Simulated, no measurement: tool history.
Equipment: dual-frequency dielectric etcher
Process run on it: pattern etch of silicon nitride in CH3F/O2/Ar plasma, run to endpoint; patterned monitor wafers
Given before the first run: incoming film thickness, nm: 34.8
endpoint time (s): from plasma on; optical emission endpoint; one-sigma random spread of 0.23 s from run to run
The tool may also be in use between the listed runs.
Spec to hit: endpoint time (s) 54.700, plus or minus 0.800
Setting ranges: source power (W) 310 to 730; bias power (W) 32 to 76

run,day,source power (W),bias power (W),endpoint time (s)
1,0.000,520,54,51.116
2,0.054,520,59,49.159
3,0.112,520,63,49.116
4,0.308,520,70,46.921
5,0.412,520,73,46.057
6,0.629,600,73,44.114
7,0.808,550,70,46.123
8,0.971,450,62,51.236
9,1.192,430,62,51.485
10,1.350,410,62,53.068
11,1.446,400,62,53.240
12,1.588,390,62,53.424

Which one of the following 5 next-run settings gets every result inside its allowed miss? There is exactly one.
A,1.729,400,57,?
B,1.729,340,61,?
C,1.729,400,67,?
D,1.729,330,64,?
E,1.729,460,63,?

move,endpoint time (s)
A,54.920
B,56.495
C,51.990
D,56.082
E,50.759
A: hits every target within its allowed miss
B: carries the result that was furthest off beyond its target, to the other side
C: moves away from the targets compared with the last run
D: carries the result that was furthest off beyond its target, to the other side
E: moves away from the targets compared with the last run
A meets every target.
